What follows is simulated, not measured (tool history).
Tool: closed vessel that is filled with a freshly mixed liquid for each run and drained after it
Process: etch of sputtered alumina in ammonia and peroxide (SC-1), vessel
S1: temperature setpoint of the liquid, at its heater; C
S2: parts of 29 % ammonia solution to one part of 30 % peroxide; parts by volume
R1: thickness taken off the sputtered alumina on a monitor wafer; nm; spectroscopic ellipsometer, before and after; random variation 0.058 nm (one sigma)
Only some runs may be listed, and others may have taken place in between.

Run 1, hour 0: S1 59 C, S2 0.9 parts by volume, time in the liquid (s) 365. Result: R1 32.301 nm.
Run 2, hour 2.4: S1 56.5 C, S2 0.9 parts by volume, time in the liquid (s) 365. Result: R1 28.335 nm.
Run 3, hour 11.6: S1 56.5 C, S2 1 parts by volume, time in the liquid (s) 365. Result: R1 28.452 nm.
Run 4, hour 12.7: S1 54.5 C, S2 1 parts by volume, time in the liquid (s) 365. Result: R1 25.637 nm.
Run 5, hour 19: S1 53 C, S2 1 parts by volume, time in the liquid (s) 365. Result: R1 23.736 nm.
Run 6, hour 26.3: S1 52 C, S2 1 parts by volume, time in the liquid (s) 365. Result: R1 22.365 nm.

Run 7 comes next. What will it give?
Run 7, hour 34.2: S1 51 C, S2 1 parts by volume, time in the liquid (s) 365. Result: R1 ?.

{"run 7": {"R1": 21.262}}

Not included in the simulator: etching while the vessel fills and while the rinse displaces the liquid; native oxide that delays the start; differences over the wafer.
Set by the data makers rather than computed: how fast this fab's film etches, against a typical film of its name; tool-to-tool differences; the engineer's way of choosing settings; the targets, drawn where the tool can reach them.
